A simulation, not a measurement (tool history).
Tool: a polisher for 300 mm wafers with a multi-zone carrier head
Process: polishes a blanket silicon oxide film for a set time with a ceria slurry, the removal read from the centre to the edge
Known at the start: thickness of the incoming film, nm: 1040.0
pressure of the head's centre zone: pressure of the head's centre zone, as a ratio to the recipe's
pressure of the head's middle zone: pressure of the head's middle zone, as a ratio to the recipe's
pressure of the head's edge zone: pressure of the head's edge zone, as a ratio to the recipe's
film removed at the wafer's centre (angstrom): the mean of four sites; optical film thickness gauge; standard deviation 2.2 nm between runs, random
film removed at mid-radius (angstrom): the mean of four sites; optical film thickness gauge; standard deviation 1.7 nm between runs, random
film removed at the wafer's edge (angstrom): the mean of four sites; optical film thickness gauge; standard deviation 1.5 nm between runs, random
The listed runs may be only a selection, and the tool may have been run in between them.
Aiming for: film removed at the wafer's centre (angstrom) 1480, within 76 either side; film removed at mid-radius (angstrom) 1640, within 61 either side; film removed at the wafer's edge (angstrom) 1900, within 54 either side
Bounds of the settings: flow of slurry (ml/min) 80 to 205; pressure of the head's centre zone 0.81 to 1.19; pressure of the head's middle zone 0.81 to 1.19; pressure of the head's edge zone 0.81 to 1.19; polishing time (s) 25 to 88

| run | hour | flow of slurry (ml/min) | pressure of the head's centre zone | pressure of the head's middle zone | pressure of the head's edge zone | polishing time (s) | film removed at the wafer's centre (angstrom) | film removed at mid-radius (angstrom) | film removed at the wafer's edge (angstrom) |
|---|---|---|---|---|---|---|---|---|---|
| 1 | 0 | 135 | 1 | 1 | 1 | 56 | 2239.4 | 2204.7 | 2289 |
| 2 | 6.9 | 145 | 1 | 1 | 1 | 56 | 2239.2 | 2216.8 | 2304.6 |
| 3 | 13.7 | 145 | 1 | 0.96 | 1 | 56 | 2273.9 | 2178.2 | 2278.3 |
| 4 | 15.5 | 145 | 1.03 | 0.96 | 1 | 56 | 2289.4 | 2193.1 | 2271.8 |
| 5 | 21.7 | 140 | 1 | 0.97 | 1.01 | 54 | 2131.7 | 2083.9 | 2198.8 |
| 6 | 26.8 | 135 | 0.98 | 0.97 | 1.01 | 53 | 2023 | 2038.6 | 2131.8 |
| 7 | 35.5 | 100 | 0.88 | 0.87 | 1.02 | 50 | 1616.6 | 1604.8 | 1914.3 |
| 8 | 36.9 | 100 | 0.87 | 0.88 | 1.02 | 50 | 1566.4 | 1660.4 | 1959.6 |

Exactly one of the 4 candidate moves below puts every result within its allowed miss. Which one?
| A | 38.3 | 100 | 0.84 | 0.91 | 1.04 | 49 | ? | ? | ? |
| B | 38.3 | 140 | 0.9 | 0.9 | 0.86 | 48 | ? | ? | ? |
| C | 38.3 | 90 | 0.82 | 0.81 | 1.11 | 54 | ? | ? | ? |
| D | 38.3 | 125 | 0.96 | 0.84 | 1.05 | 49 | ? | ? | ? |

| move | film removed at the wafer's centre (angstrom) | film removed at mid-radius (angstrom) | film removed at the wafer's edge (angstrom) |
|---|---|---|---|
| A | 1499.5 | 1664.1 | 1910.9 |
| B | 1735.6 | 1759.5 | 1889.4 |
| C | 1550.5 | 1612.3 | 2101.1 |
| D | 1835.9 | 1653.7 | 1999 |
A: all results in spec
B: its largest miss is bigger than the last run's
C: meets the target for the result that was furthest off, but another lies outside its allowed miss
D: its largest miss is bigger than the last run's
Move A is the one to make.
